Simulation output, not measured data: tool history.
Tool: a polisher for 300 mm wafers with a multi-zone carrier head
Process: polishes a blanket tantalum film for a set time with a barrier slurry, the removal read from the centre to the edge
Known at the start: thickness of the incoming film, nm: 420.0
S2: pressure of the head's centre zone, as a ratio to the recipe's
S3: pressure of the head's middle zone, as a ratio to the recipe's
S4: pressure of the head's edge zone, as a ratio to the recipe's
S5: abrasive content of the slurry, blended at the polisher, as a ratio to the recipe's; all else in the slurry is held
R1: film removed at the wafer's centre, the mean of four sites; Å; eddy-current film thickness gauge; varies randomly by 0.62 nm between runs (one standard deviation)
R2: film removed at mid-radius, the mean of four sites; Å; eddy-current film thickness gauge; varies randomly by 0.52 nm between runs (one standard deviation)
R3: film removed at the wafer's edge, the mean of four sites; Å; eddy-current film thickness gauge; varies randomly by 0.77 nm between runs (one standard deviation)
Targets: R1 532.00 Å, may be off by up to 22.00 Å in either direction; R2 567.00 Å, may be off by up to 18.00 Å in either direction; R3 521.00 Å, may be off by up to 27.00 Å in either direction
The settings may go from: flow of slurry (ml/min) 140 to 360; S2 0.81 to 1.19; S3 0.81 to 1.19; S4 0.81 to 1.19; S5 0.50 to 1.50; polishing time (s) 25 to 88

Run 1, hour 0.0: flow of slurry (ml/min) 230, S2 1.00, S3 1.00, S4 1.00, S5 1.00, polishing time (s) 56. Result: R1 944.21 Å, R2 934.43 Å, R3 946.34 Å.
Run 2, hour 2.8: flow of slurry (ml/min) 230, S2 0.96, S3 1.00, S4 1.00, S5 1.00, polishing time (s) 56. Result: R1 910.20 Å, R2 925.52 Å, R3 950.81 Å.
Run 3, hour 11.1: flow of slurry (ml/min) 230, S2 0.96, S3 1.00, S4 0.98, S5 0.95, polishing time (s) 54. Result: R1 846.31 Å, R2 895.03 Å, R3 903.02 Å.
Run 4, hour 13.6: flow of slurry (ml/min) 230, S2 0.96, S3 1.00, S4 1.04, S5 0.95, polishing time (s) 54. Result: R1 870.21 Å, R2 881.91 Å, R3 929.33 Å.
Run 5, hour 18.5: flow of slurry (ml/min) 230, S2 0.97, S3 1.00, S4 1.02, S5 0.90, polishing time (s) 52. Result: R1 829.36 Å, R2 836.57 Å, R3 862.45 Å.
Run 6, hour 26.5: flow of slurry (ml/min) 230, S2 0.97, S3 1.00, S4 1.09, S5 0.90, polishing time (s) 52. Result: R1 822.14 Å, R2 830.23 Å, R3 874.06 Å.
Run 7, hour 28.0: flow of slurry (ml/min) 230, S2 0.98, S3 1.01, S4 1.08, S5 0.85, polishing time (s) 50. Result: R1 780.20 Å, R2 796.88 Å, R3 829.75 Å.
Run 8, hour 29.5: flow of slurry (ml/min) 230, S2 0.99, S3 1.02, S4 1.07, S5 0.80, polishing time (s) 48. Result: R1 757.32 Å, R2 750.39 Å, R3 787.43 Å.
Run 9, hour 31.4: flow of slurry (ml/min) 240, S2 0.90, S3 1.12, S4 0.97, S5 0.55, polishing time (s) 33. Result: R1 418.01 Å, R2 498.05 Å, R3 443.29 Å.
Run 10, hour 34.9: flow of slurry (ml/min) 265, S2 1.00, S3 1.16, S4 1.07, S5 0.65, polishing time (s) 33. Result: R1 499.04 Å, R2 560.60 Å, R3 483.95 Å.
Run 11, hour 36.1: flow of slurry (ml/min) 265, S2 1.00, S3 1.16, S4 1.08, S5 0.65, polishing time (s) 33. Result: R1 497.91 Å, R2 549.99 Å, R3 501.72 Å.

Below are 4 possible settings for the next run. Only one of them brings all results inside the allowed miss of their targets. Which is it?
Run A, hour 37.3: flow of slurry (ml/min) 240, S2 0.92, S3 1.04, S4 1.19, S5 0.60, polishing time (s) 36. Result: R1 ?, R2 ?, R3 ?.
Run B, hour 37.3: flow of slurry (ml/min) 265, S2 1.03, S3 1.07, S4 1.04, S5 0.50, polishing time (s) 38. Result: R1 ?, R2 ?, R3 ?.
Run C, hour 37.3: flow of slurry (ml/min) 315, S2 0.85, S3 1.18, S4 1.19, S5 0.60, polishing time (s) 34. Result: R1 ?, R2 ?, R3 ?.
Run D, hour 37.3: flow of slurry (ml/min) 225, S2 0.96, S3 1.04, S4 0.89, S5 0.50, polishing time (s) 42. Result: R1 ?, R2 ?, R3 ?.

move      R1      R2      R3
   A  479.93  522.02  537.25
   B  529.20  529.99  495.72
   C  435.22  565.31  517.38
   D  536.23  561.34  501.94
A: its largest miss is bigger than the last run's
B: puts the biggest miss on target and leaves a different result outside tolerance
C: its largest miss is bigger than the last run's
D: in spec on every target
Move D is the one to make.
